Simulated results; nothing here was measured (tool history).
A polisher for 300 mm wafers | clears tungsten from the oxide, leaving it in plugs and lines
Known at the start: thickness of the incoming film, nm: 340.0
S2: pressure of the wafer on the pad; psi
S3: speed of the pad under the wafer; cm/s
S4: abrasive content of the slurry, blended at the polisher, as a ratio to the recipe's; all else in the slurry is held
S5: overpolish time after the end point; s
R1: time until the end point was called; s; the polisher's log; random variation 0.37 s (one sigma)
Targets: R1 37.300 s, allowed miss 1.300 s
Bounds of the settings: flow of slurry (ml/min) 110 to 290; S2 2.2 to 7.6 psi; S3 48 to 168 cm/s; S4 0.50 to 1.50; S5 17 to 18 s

Run 1, day 0.000: flow of slurry (ml/min) 185, S2 4.9 psi, S3 108 cm/s, S4 1.00, S5 17 s. Result: R1 55.396 s.
Run 2, day 0.292: flow of slurry (ml/min) 190, S2 5.4 psi, S3 108 cm/s, S4 1.00, S5 17 s. Result: R1 50.070 s.
Run 3, day 0.454: flow of slurry (ml/min) 190, S2 5.9 psi, S3 108 cm/s, S4 1.00, S5 17 s. Result: R1 45.784 s.
Run 4, day 0.488: flow of slurry (ml/min) 195, S2 6.2 psi, S3 108 cm/s, S4 1.00, S5 17 s. Result: R1 43.899 s.
Run 5, day 0.538: flow of slurry (ml/min) 195, S2 5.8 psi, S3 108 cm/s, S4 1.00, S5 17 s. Result: R1 47.191 s.
Run 6, day 0.608: flow of slurry (ml/min) 195, S2 5.8 psi, S3 108 cm/s, S4 0.85, S5 17 s. Result: R1 49.936 s.
Run 7, day 0.933: flow of slurry (ml/min) 195, S2 5.8 psi, S3 108 cm/s, S4 0.85, S5 17 s. Result: R1 49.164 s.
Run 8, day 1.129: flow of slurry (ml/min) 195, S2 6.2 psi, S3 108 cm/s, S4 0.85, S5 17 s. Result: R1 46.933 s.

Which of these 5 next moves meets every target?
Run A, day 1.325: flow of slurry (ml/min) 150, S2 7.2 psi, S3 112 cm/s, S4 0.70, S5 17 s. Result: R1 ?.
Run B, day 1.325: flow of slurry (ml/min) 195, S2 6.5 psi, S3 118 cm/s, S4 0.90, S5 17 s. Result: R1 ?.
Run C, day 1.325: flow of slurry (ml/min) 205, S2 5.6 psi, S3 98 cm/s, S4 0.80, S5 17 s. Result: R1 ?.
Run D, day 1.325: flow of slurry (ml/min) 235, S2 7.1 psi, S3 114 cm/s, S4 0.90, S5 17 s. Result: R1 ?.
Run E, day 1.325: flow of slurry (ml/min) 195, S2 6.1 psi, S3 98 cm/s, S4 0.70, S5 18 s. Result: R1 ?.

move      R1
   A  43.760
   B  40.415
   C  57.946
   D  37.482
   E  56.357
A: nearer than the last run, and not there yet
B: nearer than the last run, and not there yet
C: further off than the last run
D: meets every target
E: further off than the last run
The right move is D.
